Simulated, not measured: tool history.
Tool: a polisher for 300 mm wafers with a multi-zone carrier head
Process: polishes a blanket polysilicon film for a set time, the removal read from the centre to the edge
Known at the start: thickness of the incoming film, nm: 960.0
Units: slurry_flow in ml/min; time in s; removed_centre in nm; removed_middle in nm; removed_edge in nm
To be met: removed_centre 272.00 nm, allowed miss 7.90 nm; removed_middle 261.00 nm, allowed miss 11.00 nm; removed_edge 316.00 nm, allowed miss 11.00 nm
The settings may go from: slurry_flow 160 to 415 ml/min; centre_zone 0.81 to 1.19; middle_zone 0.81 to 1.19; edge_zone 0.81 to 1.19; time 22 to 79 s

Run 1, hour 0.0: slurry_flow 265 ml/min, centre_zone 1.00, middle_zone 1.00, edge_zone 1.00, time 50 s. Result: removed_centre 320.50 nm, removed_middle 313.88 nm, removed_edge 316.87 nm.
Run 2, hour 4.6: slurry_flow 250 ml/min, centre_zone 0.96, middle_zone 0.95, edge_zone 1.02, time 50 s. Result: removed_centre 305.95 nm, removed_middle 305.46 nm, removed_edge 329.20 nm.
Run 3, hour 5.7: slurry_flow 250 ml/min, centre_zone 0.96, middle_zone 0.91, edge_zone 1.02, time 50 s. Result: removed_centre 301.22 nm, removed_middle 291.65 nm, removed_edge 325.94 nm.
Run 4, hour 7.6: slurry_flow 250 ml/min, centre_zone 0.96, middle_zone 0.91, edge_zone 1.02, time 45 s. Result: removed_centre 275.07 nm, removed_middle 261.53 nm, removed_edge 286.61 nm.
Run 5, hour 11.5: slurry_flow 250 ml/min, centre_zone 0.96, middle_zone 0.91, edge_zone 0.94, time 45 s. Result: removed_centre 273.26 nm, removed_middle 270.64 nm, removed_edge 284.31 nm.
Run 6, hour 17.7: slurry_flow 245 ml/min, centre_zone 0.94, middle_zone 0.88, edge_zone 0.97, time 46 s. Result: removed_centre 270.06 nm, removed_middle 262.83 nm, removed_edge 290.50 nm.
Run 7, hour 23.4: slurry_flow 240 ml/min, centre_zone 0.93, middle_zone 0.87, edge_zone 1.00, time 47 s. Result: removed_centre 275.68 nm, removed_middle 263.01 nm, removed_edge 299.45 nm.
Run 8, hour 26.5: slurry_flow 235 ml/min, centre_zone 0.92, middle_zone 0.86, edge_zone 1.02, time 47 s. Result: removed_centre 270.46 nm, removed_middle 264.75 nm, removed_edge 303.57 nm.

4 next moves are on the table. One of them brings every result within its allowed miss. Which?
Run A, hour 29.6: slurry_flow 185 ml/min, centre_zone 0.98, middle_zone 0.93, edge_zone 0.99, time 45 s. Result: removed_centre ?, removed_middle ?, removed_edge ?.
Run B, hour 29.6: slurry_flow 175 ml/min, centre_zone 0.90, middle_zone 0.83, edge_zone 1.00, time 50 s. Result: removed_centre ?, removed_middle ?, removed_edge ?.
Run C, hour 29.6: slurry_flow 240 ml/min, centre_zone 1.00, middle_zone 0.85, edge_zone 0.98, time 45 s. Result: removed_centre ?, removed_middle ?, removed_edge ?.
Run D, hour 29.6: slurry_flow 175 ml/min, centre_zone 0.90, middle_zone 0.95, edge_zone 0.98, time 50 s. Result: removed_centre ?, removed_middle ?, removed_edge ?.

move  removed_centre  removed_middle  removed_edge
   A          268.26          261.60        275.38
   B          271.33          262.95        306.38
   C          282.42          249.77        280.19
   D          271.56          294.06        302.93
A: further off than the last run
B: meets every target
C: further off than the last run
D: further off than the last run
Move B is the one to make.
